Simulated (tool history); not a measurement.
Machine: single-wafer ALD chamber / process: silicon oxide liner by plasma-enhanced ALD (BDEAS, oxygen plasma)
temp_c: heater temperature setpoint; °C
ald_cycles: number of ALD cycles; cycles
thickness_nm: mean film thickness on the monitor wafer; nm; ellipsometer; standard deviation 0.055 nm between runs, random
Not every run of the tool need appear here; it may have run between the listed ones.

run 1 day=0 | temp_c=315 ald_cycles=79 | thickness_nm=7.7371
run 2 day=0.371 | temp_c=315 ald_cycles=69 | thickness_nm=6.7316
run 3 day=0.562 | temp_c=314 ald_cycles=75 | thickness_nm=7.319
run 4 day=0.908 | temp_c=314 ald_cycles=80 | thickness_nm=7.8078
run 5 day=0.938 | temp_c=314 ald_cycles=85 | thickness_nm=8.3404
run 6 day=1.246 | temp_c=308 ald_cycles=85 | thickness_nm=8.4413
run 7 day=1.521 | temp_c=307 ald_cycles=87 | thickness_nm=8.6119
run 8 day=1.767 | temp_c=307 ald_cycles=88 | thickness_nm=8.6231

Run 9 comes next. What will it give?
run 9 day=2.058 | temp_c=307 ald_cycles=89 | thickness_nm=?

Run 9 measured thickness_nm 8.8652 nm.
